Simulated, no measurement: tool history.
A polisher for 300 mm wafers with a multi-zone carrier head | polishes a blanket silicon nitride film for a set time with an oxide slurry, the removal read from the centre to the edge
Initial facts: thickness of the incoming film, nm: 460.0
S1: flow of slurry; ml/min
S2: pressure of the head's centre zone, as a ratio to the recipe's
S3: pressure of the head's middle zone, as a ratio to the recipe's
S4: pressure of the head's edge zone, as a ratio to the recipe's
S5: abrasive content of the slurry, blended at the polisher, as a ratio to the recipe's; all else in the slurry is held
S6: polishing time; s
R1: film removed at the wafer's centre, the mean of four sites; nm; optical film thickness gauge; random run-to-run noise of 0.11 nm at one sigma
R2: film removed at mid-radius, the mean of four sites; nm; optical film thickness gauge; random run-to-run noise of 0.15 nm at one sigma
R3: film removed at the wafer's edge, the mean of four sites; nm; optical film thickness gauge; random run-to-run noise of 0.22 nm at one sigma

run	day	S1	S2	S3	S4	S5	S6	R1	R2	R3
1	0.000	230	1.00	1.00	1.00	1.00	46	24.001	24.650	24.166
2	0.225	225	0.97	0.98	0.98	0.90	44	21.251	21.421	21.589
3	0.262	185	0.97	0.98	0.98	0.90	44	20.559	20.982	20.796
4	0.346	180	0.94	0.97	0.97	0.85	43	18.944	20.036	19.766
5	0.471	175	0.92	0.95	0.96	0.80	42	17.245	18.508	18.780
6	0.725	175	0.92	0.95	0.96	1.00	42	19.201	20.797	20.996
7	0.967	170	0.91	0.94	0.95	0.90	42	18.064	19.341	19.335
# day 1.112: worn pad replaced by a new one
8	1.112	165	0.90	0.93	0.94	0.85	42	19.921	20.992	21.740
9	1.475	165	0.90	0.93	0.94	0.85	42	19.705	21.010	21.771
10	1.683	170	0.91	0.94	0.98	0.80	42	19.391	20.528	21.461
11	1.925	175	0.86	0.91	0.92	0.55	31	11.104	12.312	12.426
12	2.133	175	0.86	0.91	0.93	0.60	31	11.658	12.831	13.058
13	2.467	175	0.86	0.91	0.93	0.60	31	11.590	13.005	13.484
14	2.683	175	0.87	0.91	0.93	0.65	31	12.304	13.349	13.865

Predict the results of run 15:
15	2.817	225	0.89	0.95	1.00	0.70	31	?	?	?

Run 15 produced R1 13.650 nm, R2 14.803 nm, R3 15.593 nm.
